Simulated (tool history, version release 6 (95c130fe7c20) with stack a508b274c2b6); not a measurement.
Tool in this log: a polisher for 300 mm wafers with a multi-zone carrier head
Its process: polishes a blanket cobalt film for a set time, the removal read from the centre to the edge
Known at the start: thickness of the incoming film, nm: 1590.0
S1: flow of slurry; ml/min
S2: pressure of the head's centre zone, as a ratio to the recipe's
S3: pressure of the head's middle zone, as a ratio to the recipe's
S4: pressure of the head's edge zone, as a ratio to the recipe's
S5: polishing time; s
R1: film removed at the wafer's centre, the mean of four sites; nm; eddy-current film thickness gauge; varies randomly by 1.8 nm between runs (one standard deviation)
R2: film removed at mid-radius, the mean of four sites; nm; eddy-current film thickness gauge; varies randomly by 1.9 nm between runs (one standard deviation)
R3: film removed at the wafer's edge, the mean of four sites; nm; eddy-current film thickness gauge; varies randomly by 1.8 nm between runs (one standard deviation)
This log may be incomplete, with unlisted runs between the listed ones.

run	hour	S1	S2	S3	S4	S5	R1	R2	R3
1	0.0	190	1.00	1.00	1.00	69	281.48	279.69	287.45
2	4.8	190	1.00	1.01	0.98	65	262.00	263.95	265.07
3	13.4	190	1.03	1.01	0.98	65	273.24	263.51	265.75
4	16.7	190	1.03	1.02	0.96	62	261.55	254.58	248.56
5	23.8	190	1.03	1.06	0.96	62	263.15	260.78	257.69
6	31.0	195	1.01	1.04	0.94	60	247.95	250.70	241.82
7	34.7	245	0.91	0.94	0.84	41	156.73	160.95	164.30

Forecast run 8:
8	35.2	245	0.92	0.96	0.84	41	?	?	?

Logged for run 8: R1 160.93 nm, R2 166.70 nm, R3 163.51 nm.

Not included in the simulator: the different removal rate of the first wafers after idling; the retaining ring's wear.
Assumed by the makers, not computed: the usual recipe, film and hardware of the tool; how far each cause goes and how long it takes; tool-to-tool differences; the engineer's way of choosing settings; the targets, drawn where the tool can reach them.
